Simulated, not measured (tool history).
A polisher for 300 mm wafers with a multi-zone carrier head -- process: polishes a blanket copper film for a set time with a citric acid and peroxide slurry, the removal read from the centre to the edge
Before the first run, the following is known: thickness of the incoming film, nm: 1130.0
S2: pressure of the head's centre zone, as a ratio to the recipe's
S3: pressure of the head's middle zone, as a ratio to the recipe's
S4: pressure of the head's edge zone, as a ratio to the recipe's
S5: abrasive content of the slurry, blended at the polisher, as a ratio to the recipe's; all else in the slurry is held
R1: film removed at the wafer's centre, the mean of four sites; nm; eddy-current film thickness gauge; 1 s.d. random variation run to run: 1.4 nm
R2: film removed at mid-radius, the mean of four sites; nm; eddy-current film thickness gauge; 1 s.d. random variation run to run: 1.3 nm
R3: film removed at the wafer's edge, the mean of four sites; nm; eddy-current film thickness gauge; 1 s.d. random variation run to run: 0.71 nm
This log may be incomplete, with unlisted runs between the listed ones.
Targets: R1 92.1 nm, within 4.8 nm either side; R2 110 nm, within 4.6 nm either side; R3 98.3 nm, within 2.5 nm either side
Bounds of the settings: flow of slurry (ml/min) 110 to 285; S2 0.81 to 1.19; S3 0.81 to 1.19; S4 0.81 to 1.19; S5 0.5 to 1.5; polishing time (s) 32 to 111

{"run": 1, "hour": 0.0, "flow of slurry (ml/min)": 180, "S2": 1, "S3": 1, "S4": 1, "S5": 1, "polishing time (s)": 71, "R1": 155.99, "R2": 153.61, "R3": 154.9}
{"run": 2, "hour": 3.5, "flow of slurry (ml/min)": 175, "S2": 0.99, "S3": 1.01, "S4": 0.98, "S5": 0.95, "polishing time (s)": 69, "R1": 150.26, "R2": 146.25, "R3": 148.75}
{"run": 3, "hour": 11.0, "flow of slurry (ml/min)": 175, "S2": 0.99, "S3": 1.01, "S4": 0.98, "S5": 1.1, "polishing time (s)": 69, "R1": 157.36, "R2": 151.64, "R3": 152.72}
{"run": 4, "hour": 13.1, "flow of slurry (ml/min)": 175, "S2": 0.99, "S3": 1.01, "S4": 0.98, "S5": 1.1, "polishing time (s)": 84, "R1": 188.08, "R2": 189.97, "R3": 188.08}
{"run": 5, "hour": 18.0, "flow of slurry (ml/min)": 175, "S2": 0.99, "S3": 1.09, "S4": 0.98, "S5": 1.1, "polishing time (s)": 84, "R1": 189.56, "R2": 193.86, "R3": 184.15}
{"run": 6, "hour": 26.3, "flow of slurry (ml/min)": 170, "S2": 0.97, "S3": 1.1, "S4": 0.96, "S5": 1.05, "polishing time (s)": 80, "R1": 173.09, "R2": 177.28, "R3": 174.2}
{"run": 7, "hour": 29.4, "flow of slurry (ml/min)": 185, "S2": 0.97, "S3": 1.11, "S4": 0.99, "S5": 1, "polishing time (s)": 74, "R1": 161.56, "R2": 171.86, "R3": 163.44}
{"run": 8, "hour": 32.5, "flow of slurry (ml/min)": 195, "S2": 0.96, "S3": 1.12, "S4": 0.97, "S5": 0.95, "polishing time (s)": 70, "R1": 148.91, "R2": 159.79, "R3": 151.48}
{"run": 9, "hour": 39.3, "flow of slurry (ml/min)": 205, "S2": 0.95, "S3": 1.13, "S4": 0.96, "S5": 0.9, "polishing time (s)": 67, "R1": 142.32, "R2": 153.24, "R3": 141.1}

Which single option among these 5 for the next run brings every result within its allowed miss of target? Just one does.
{"run": "A", "hour": 46.1, "flow of slurry (ml/min)": 195, "S2": 0.89, "S3": 1.18, "S4": 0.94, "S5": 1, "polishing time (s)": 46, "R1": "?", "R2": "?", "R3": "?"}
{"run": "B", "hour": 46.1, "flow of slurry (ml/min)": 155, "S2": 0.87, "S3": 1.14, "S4": 1.01, "S5": 0.75, "polishing time (s)": 52, "R1": "?", "R2": "?", "R3": "?"}
{"run": "C", "hour": 46.1, "flow of slurry (ml/min)": 110, "S2": 0.83, "S3": 0.85, "S4": 1.14, "S5": 0.85, "polishing time (s)": 79, "R1": "?", "R2": "?", "R3": "?"}
{"run": "D", "hour": 46.1, "flow of slurry (ml/min)": 175, "S2": 0.93, "S3": 1.06, "S4": 0.95, "S5": 0.9, "polishing time (s)": 51, "R1": "?", "R2": "?", "R3": "?"}
{"run": "E", "hour": 46.1, "flow of slurry (ml/min)": 155, "S2": 0.96, "S3": 1.02, "S4": 1.04, "S5": 0.9, "polishing time (s)": 49, "R1": "?", "R2": "?", "R3": "?"}

move=A R1=90.53 R2=111.18 R3=98.897
move=B R1=89.99 R2=111.26 R3=105.2
move=C R1=124.5 R2=138.57 R3=166.32
move=D R1=100.56 R2=111.2 R3=106.36
move=E R1=97.611 R2=102.51 R3=104.84
A: hits every target within its allowed miss
B: closer than the last run, but not yet in spec
C: lands further from the targets than the last run did
D: closer than the last run, but not yet in spec
E: closer than the last run, but not yet in spec
Move A is the one to make.
